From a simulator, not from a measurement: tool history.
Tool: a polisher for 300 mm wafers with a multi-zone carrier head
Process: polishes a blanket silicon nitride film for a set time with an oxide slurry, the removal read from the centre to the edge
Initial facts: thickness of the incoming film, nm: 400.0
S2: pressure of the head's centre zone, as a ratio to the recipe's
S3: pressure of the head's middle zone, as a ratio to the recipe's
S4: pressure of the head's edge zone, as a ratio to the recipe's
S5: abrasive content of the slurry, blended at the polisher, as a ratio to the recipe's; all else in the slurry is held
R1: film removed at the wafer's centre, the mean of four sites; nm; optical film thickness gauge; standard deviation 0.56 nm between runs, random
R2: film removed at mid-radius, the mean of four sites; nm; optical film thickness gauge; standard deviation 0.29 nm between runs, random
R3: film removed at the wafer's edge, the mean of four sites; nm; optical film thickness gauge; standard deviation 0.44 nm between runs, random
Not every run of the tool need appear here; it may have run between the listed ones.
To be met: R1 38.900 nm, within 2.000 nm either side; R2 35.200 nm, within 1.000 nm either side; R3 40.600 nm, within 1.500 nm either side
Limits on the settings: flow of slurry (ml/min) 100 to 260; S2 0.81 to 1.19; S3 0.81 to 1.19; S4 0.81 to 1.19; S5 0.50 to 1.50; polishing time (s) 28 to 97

{"run": 1, "day": 0.0, "flow of slurry (ml/min)": 165, "S2": 1.0, "S3": 1.0, "S4": 1.0, "S5": 1.0, "polishing time (s)": 62, "R1": 66.423, "R2": 63.361, "R3": 66.021}
{"run": 2, "day": 0.358, "flow of slurry (ml/min)": 155, "S2": 0.98, "S3": 0.95, "S4": 0.97, "S5": 0.85, "polishing time (s)": 58, "R1": 56.8, "R2": 51.584, "R3": 54.658}
{"run": 3, "day": 0.658, "flow of slurry (ml/min)": 145, "S2": 0.93, "S3": 0.91, "S4": 0.97, "S5": 0.75, "polishing time (s)": 57, "R1": 47.91, "R2": 44.462, "R3": 48.731}
{"run": 4, "day": 0.812, "flow of slurry (ml/min)": 145, "S2": 0.93, "S3": 0.91, "S4": 0.97, "S5": 0.55, "polishing time (s)": 57, "R1": 37.291, "R2": 35.695, "R3": 38.431}
{"run": 5, "day": 0.917, "flow of slurry (ml/min)": 145, "S2": 0.93, "S3": 0.9, "S4": 0.99, "S5": 0.55, "polishing time (s)": 57, "R1": 38.377, "R2": 35.686, "R3": 38.359}
{"run": 6, "day": 1.033, "flow of slurry (ml/min)": 145, "S2": 0.93, "S3": 0.9, "S4": 0.99, "S5": 0.55, "polishing time (s)": 43, "R1": 28.325, "R2": 26.433, "R3": 29.295}
{"run": 7, "day": 1.308, "flow of slurry (ml/min)": 155, "S2": 0.93, "S3": 0.9, "S4": 1.01, "S5": 0.65, "polishing time (s)": 43, "R1": 32.745, "R2": 31.006, "R3": 33.748}
{"run": 8, "day": 1.396, "flow of slurry (ml/min)": 205, "S2": 0.93, "S3": 0.83, "S4": 1.11, "S5": 0.65, "polishing time (s)": 43, "R1": 34.057, "R2": 30.192, "R3": 36.561}
{"run": 9, "day": 1.467, "flow of slurry (ml/min)": 215, "S2": 0.94, "S3": 0.85, "S4": 1.13, "S5": 0.65, "polishing time (s)": 43, "R1": 35.314, "R2": 31.201, "R3": 37.861}
{"run": 10, "day": 1.504, "flow of slurry (ml/min)": 225, "S2": 0.95, "S3": 0.87, "S4": 1.13, "S5": 0.65, "polishing time (s)": 43, "R1": 36.275, "R2": 31.523, "R3": 37.325}
{"run": 11, "day": 1.771, "flow of slurry (ml/min)": 225, "S2": 0.95, "S3": 0.87, "S4": 1.13, "S5": 0.65, "polishing time (s)": 43, "R1": 34.474, "R2": 31.503, "R3": 36.905}
{"run": 12, "day": 1.833, "flow of slurry (ml/min)": 245, "S2": 0.99, "S3": 0.91, "S4": 1.18, "S5": 0.8, "polishing time (s)": 43, "R1": 43.556, "R2": 38.214, "R3": 43.803}
{"run": 13, "day": 2.179, "flow of slurry (ml/min)": 235, "S2": 0.98, "S3": 0.9, "S4": 1.16, "S5": 0.8, "polishing time (s)": 43, "R1": 43.551, "R2": 36.737, "R3": 43.637}
{"run": 14, "day": 2.542, "flow of slurry (ml/min)": 230, "S2": 0.96, "S3": 0.9, "S4": 1.14, "S5": 0.8, "polishing time (s)": 43, "R1": 41.42, "R2": 37.324, "R3": 43.992}
{"run": 15, "day": 2.817, "flow of slurry (ml/min)": 220, "S2": 0.96, "S3": 0.9, "S4": 1.12, "S5": 0.8, "polishing time (s)": 43, "R1": 40.332, "R2": 36.914, "R3": 42.103}
{"run": 16, "day": 3.042, "flow of slurry (ml/min)": 215, "S2": 0.96, "S3": 0.89, "S4": 1.11, "S5": 0.8, "polishing time (s)": 43, "R1": 42.751, "R2": 36.834, "R3": 42.242}
{"run": 17, "day": 3.35, "flow of slurry (ml/min)": 200, "S2": 0.9, "S3": 0.89, "S4": 1.11, "S5": 0.7, "polishing time (s)": 43, "R1": 34.251, "R2": 33.419, "R3": 38.336}
{"run": 18, "day": 3.475, "flow of slurry (ml/min)": 210, "S2": 0.92, "S3": 0.89, "S4": 1.12, "S5": 0.7, "polishing time (s)": 43, "R1": 35.564, "R2": 33.436, "R3": 38.933}
{"run": 19, "day": 3.6, "flow of slurry (ml/min)": 215, "S2": 0.93, "S3": 0.9, "S4": 1.13, "S5": 0.7, "polishing time (s)": 43, "R1": 37.167, "R2": 34.283, "R3": 38.812}
{"run": 20, "day": 3.679, "flow of slurry (ml/min)": 220, "S2": 0.93, "S3": 0.9, "S4": 1.14, "S5": 0.7, "polishing time (s)": 43, "R1": 36.793, "R2": 34.444, "R3": 38.715}
{"run": 21, "day": 3.717, "flow of slurry (ml/min)": 235, "S2": 0.96, "S3": 0.88, "S4": 1.19, "S5": 0.75, "polishing time (s)": 43, "R1": 39.799, "R2": 36.079, "R3": 42.861}

Below are 4 possible settings for the next run. Only one of them brings all results inside the allowed miss of their targets. Which is it?
{"run": "A", "day": 3.754, "flow of slurry (ml/min)": 220, "S2": 0.85, "S3": 0.82, "S4": 1.19, "S5": 0.7, "polishing time (s)": 48, "R1": "?", "R2": "?", "R3": "?"}
{"run": "B", "day": 3.754, "flow of slurry (ml/min)": 260, "S2": 0.96, "S3": 0.9, "S4": 1.15, "S5": 0.85, "polishing time (s)": 38, "R1": "?", "R2": "?", "R3": "?"}
{"run": "C", "day": 3.754, "flow of slurry (ml/min)": 215, "S2": 0.92, "S3": 0.89, "S4": 1.18, "S5": 0.7, "polishing time (s)": 47, "R1": "?", "R2": "?", "R3": "?"}
{"run": "D", "day": 3.754, "flow of slurry (ml/min)": 240, "S2": 0.93, "S3": 0.96, "S4": 1.15, "S5": 0.8, "polishing time (s)": 40, "R1": "?", "R2": "?", "R3": "?"}

move=A R1=37.066 R2=35.262 R3=45.484
move=B R1=38.166 R2=34.808 R3=40.703
move=C R1=39.003 R2=36.804 R3=44.217
move=D R1=37.198 R2=36.928 R3=40.974
A: misses by more than the last run did
B: every result within its allowed miss
C: misses by more than the last run did
D: meets the target for the result that was furthest off, but another lies outside its allowed miss
The move that meets every target is B.

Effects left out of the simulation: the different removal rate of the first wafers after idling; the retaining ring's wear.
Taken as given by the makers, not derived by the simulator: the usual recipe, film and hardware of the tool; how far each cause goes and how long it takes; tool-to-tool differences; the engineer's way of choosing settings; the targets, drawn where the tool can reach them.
